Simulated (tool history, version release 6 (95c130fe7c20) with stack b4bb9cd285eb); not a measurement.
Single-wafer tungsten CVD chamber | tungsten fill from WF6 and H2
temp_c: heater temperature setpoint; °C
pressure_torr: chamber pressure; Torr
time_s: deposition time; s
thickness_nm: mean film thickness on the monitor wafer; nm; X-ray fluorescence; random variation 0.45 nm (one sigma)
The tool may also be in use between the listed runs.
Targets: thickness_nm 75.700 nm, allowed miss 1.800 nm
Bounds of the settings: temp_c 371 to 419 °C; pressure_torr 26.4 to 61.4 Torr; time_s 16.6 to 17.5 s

run,hour,temp_c,pressure_torr,time_s,thickness_nm
1,0.0,395,43.9,17.5,57.168
2,6.7,387,43.9,17.5,48.395
3,9.8,389,44.0,17.5,50.865
4,12.2,391,44.1,17.5,52.519
5,20.3,391,44.1,17.5,52.858
# hour 24.2: capacitance manometer re-zeroed and calibrated
6,24.2,391,44.1,16.6,52.506
7,25.4,393,44.2,16.6,53.434
8,26.7,395,44.3,16.6,55.657
9,35.2,397,44.4,16.6,58.347
10,42.4,398,44.5,16.6,59.953
11,50.1,399,44.6,16.6,60.475
12,56.9,400,44.7,16.6,62.604
13,57.6,401,44.7,16.6,62.770
14,62.1,402,44.8,16.6,64.091

Which of these 5 next moves meets every target?
A,66.6,406,54.7,17.5,?
B,66.6,402,54.6,17.5,?
C,66.6,415,43.1,16.9,?
D,66.6,415,42.8,17.4,?
E,66.6,411,45.0,17.5,?

move,thickness_nm
A,81.027
B,75.512
C,78.950
D,80.943
E,78.764
A: takes the result that was furthest off past its target
B: meets every target
C: takes the result that was furthest off past its target
D: takes the result that was furthest off past its target
E: takes the result that was furthest off past its target
The right move is B.
